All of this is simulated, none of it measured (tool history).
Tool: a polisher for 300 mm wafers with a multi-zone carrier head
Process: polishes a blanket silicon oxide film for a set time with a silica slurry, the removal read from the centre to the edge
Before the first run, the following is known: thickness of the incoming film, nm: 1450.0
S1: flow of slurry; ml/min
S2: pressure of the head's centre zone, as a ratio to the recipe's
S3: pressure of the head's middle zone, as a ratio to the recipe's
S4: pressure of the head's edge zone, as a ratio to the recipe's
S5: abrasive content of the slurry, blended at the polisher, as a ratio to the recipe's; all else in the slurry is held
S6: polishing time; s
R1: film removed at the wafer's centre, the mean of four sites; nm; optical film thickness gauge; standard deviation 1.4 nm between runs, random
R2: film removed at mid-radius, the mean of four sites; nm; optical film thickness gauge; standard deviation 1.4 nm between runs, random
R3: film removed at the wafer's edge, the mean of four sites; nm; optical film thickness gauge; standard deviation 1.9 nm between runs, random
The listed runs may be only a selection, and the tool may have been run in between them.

run	hour	S1	S2	S3	S4	S5	S6	R1	R2	R3
1	0	230	1	1	1	1	68	216.8	223.17	214.61
2	5.7	220	0.96	0.98	1	0.9	67	197.23	199.6	206.52
3	10.5	220	0.93	1	0.99	0.8	65	173.67	186.97	186.21
4	13.6	220	0.93	1	0.99	0.8	78	206.71	226.9	223.2
5	22.3	220	0.86	1	0.99	0.8	78	190.37	223.09	217.73
6	25.3	220	0.86	1.05	0.99	0.8	78	193.37	232.84	218.25
7	31.5	215	0.85	1.02	0.98	0.75	75	176.34	211.75	200.4
8	38	205	0.84	0.99	0.98	0.7	73	162.67	191.68	189.07
9	45.6	165	0.81	0.92	0.94	0.5	67	110.5	128.14	134.63
10	48.8	185	0.81	0.92	0.96	0.5	67	112.17	131.1	139.11
11	50.3	250	0.88	0.96	1.02	0.55	67	137.13	148.77	156.14
12	52.3	245	0.87	0.96	1.02	0.55	67	137.42	149.56	158.39
13	52.9	235	0.81	0.96	0.99	0.5	67	116.71	140.38	145.27
14	53.4	235	0.82	0.97	1.01	0.5	67	118.39	143.06	144.41
15	61.9	265	0.84	0.93	1.07	0.6	67	139.5	155.64	165.01
16	67.7	260	0.83	0.93	1.05	0.6	67	136.83	156.47	165.35
17	69.3	250	0.83	0.93	1.03	0.6	67	135.25	155.1	166.67
18	77	240	0.83	0.93	1.03	0.6	67	135.34	155.57	161.67
19	79.4	235	0.83	0.92	1.02	0.6	67	136.24	152.93	164.82
20	84.4	225	0.83	0.92	1.01	0.6	67	135.17	151.41	163.4
21	85.9	220	0.83	0.92	1	0.6	67	134.47	151.09	162.16
22	90.9	215	0.83	0.92	1	0.6	67	136.83	149.46	160.7
23	97.3	215	0.83	0.92	0.99	0.6	67	135.79	149.58	159.52
24	105.9	210	0.83	0.92	0.99	0.6	67	133.08	153.15	155.85

Run 25 is up next; what results do you expect?
25	108.8	210	0.83	0.91	1	0.6	67	?	?	?

R1: 133.31 nm
R2: 149.98 nm
R3: 158.64 nm
